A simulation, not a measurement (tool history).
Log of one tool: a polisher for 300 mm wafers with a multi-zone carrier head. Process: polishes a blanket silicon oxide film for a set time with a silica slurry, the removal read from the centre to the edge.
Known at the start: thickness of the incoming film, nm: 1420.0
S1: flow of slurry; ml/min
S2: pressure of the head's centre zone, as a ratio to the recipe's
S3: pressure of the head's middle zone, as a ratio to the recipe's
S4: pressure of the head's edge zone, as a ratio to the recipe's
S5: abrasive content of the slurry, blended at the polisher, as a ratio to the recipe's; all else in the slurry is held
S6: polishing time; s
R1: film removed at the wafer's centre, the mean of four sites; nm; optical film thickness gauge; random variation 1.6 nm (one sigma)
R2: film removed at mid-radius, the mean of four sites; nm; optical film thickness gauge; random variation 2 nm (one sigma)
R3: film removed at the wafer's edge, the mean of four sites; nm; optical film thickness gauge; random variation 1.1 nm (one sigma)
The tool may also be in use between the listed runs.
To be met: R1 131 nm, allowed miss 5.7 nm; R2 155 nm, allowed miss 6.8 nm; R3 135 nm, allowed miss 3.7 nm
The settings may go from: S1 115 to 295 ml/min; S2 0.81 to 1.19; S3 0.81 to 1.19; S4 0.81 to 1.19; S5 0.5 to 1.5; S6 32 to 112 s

run  hour   S1    S2    S3    S4    S5  S6      R1      R2      R3
  1     0  190     1     1     1     1  72   211.3  191.73  188.17
  2   2.7  185  0.98  1.01  0.99  0.95  72   205.1  189.62  187.06
  3   4.9  185  0.98  1.01  0.99  0.95  79  225.97  210.75  202.73
  4  11.2  185  0.98  1.01  0.99  0.85  79  213.65  201.04  197.39
  5  20.1  185  0.97  1.03  0.97   0.8  77  205.77  194.35  189.85
  6  28.9  185  0.95  1.05  0.95  0.75  74   192.7  194.76  174.01
  7  36.1  180  0.93  1.05  0.95   0.7  73   180.3  185.41  169.57
  8  36.6  175  0.92  1.05  0.94   0.7  72  171.07  182.22  165.05
  9  44.2  175  0.91  1.05  0.93   0.7  71  170.77  179.44  164.19
 10  46.7  175   0.9  1.05  0.92   0.7  70  166.16  176.63  159.75

Which of these 4 next moves meets every target?
  A  49.2  220  0.99  1.19  0.91  0.75  56   ?   ?   ?
  B  49.2  115  0.88  1.14  0.93   0.7  61   ?   ?   ?
  C  49.2  215  1.17  1.18  0.81  0.85  54   ?   ?   ?
  D  49.2  130  0.94  0.86  1.02  0.65  74   ?   ?   ?

move      R1      R2      R3
   A   155.9  164.02  132.12
   B     136  155.13  134.02
   C  180.77  161.98  125.44
   D   174.9  148.38  168.86
A: brings the result that was furthest off to its target, and leaves another outside
B: meets every target
C: takes the result that was furthest off past its target
D: further off than the last run
The right move is B.
